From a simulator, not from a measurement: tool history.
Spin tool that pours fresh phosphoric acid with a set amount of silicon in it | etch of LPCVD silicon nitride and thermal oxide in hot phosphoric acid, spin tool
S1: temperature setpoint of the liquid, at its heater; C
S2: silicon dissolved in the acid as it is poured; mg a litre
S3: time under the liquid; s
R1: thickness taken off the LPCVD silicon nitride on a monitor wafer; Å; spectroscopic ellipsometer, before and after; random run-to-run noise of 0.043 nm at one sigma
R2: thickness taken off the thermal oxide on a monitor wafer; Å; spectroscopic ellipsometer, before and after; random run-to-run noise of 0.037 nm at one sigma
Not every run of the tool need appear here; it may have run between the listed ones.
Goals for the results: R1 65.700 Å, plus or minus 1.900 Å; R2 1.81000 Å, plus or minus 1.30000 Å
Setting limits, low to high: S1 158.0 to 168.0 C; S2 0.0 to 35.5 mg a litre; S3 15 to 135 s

run 1 hour=0.0 | S1=163.0 S2=15.5 S3=70 | R1=58.166 R2=1.32610
run 2 hour=3.7 | S1=163.0 S2=15.5 S3=45 | R1=37.509 R2=1.31820
run 3 hour=10.6 | S1=161.5 S2=15.5 S3=45 | R1=35.577 R2=0.90568
run 4 hour=18.1 | S1=163.5 S2=15.5 S3=45 | R1=38.631 R2=0.99190
run 5 hour=22.6 | S1=163.5 S2=15.5 S3=25 | R1=21.244 R2=0.76896
run 6 hour=24.2 | S1=163.5 S2=15.0 S3=30 | R1=25.564 R2=0.87018
run 7 hour=28.0 | S1=163.5 S2=14.5 S3=35 | R1=29.944 R2=0.82386
run 8 hour=36.1 | S1=163.5 S2=12.5 S3=40 | R1=34.299 R2=0.57810
run 9 hour=38.6 | S1=163.5 S2=13.5 S3=45 | R1=38.506 R2=1.29370
run 10 hour=39.6 | S1=166.0 S2=3.5 S3=75 | R1=68.637 R2=2.80800
run 11 hour=46.7 | S1=165.5 S2=4.5 S3=75 | R1=67.539 R2=3.27360

Pick the move, out of 5, that brings all results within their allowed miss; only one does.
run A hour=53.8 | S1=166.0 S2=5.0 S3=75 | R1=? R2=?
run B hour=53.8 | S1=165.0 S2=19.5 S3=70 | R1=? R2=?
run C hour=53.8 | S1=167.5 S2=5.0 S3=75 | R1=? R2=?
run D hour=53.8 | S1=167.5 S2=0.0 S3=75 | R1=? R2=?
run E hour=53.8 | S1=164.5 S2=16.5 S3=75 | R1=? R2=?

move=A R1=67.986 R2=1.95680
move=B R1=61.428 R2=1.20720
move=C R1=71.357 R2=2.17730
move=D R1=71.357 R2=2.39500
move=E R1=64.754 R2=1.35320
A: the furthest-off result lands on target, but another misses its tolerance
B: the furthest-off result lands on target, but another misses its tolerance
C: the furthest-off result lands on target, but another misses its tolerance
D: the furthest-off result lands on target, but another misses its tolerance
E: all results in spec
E meets every target.
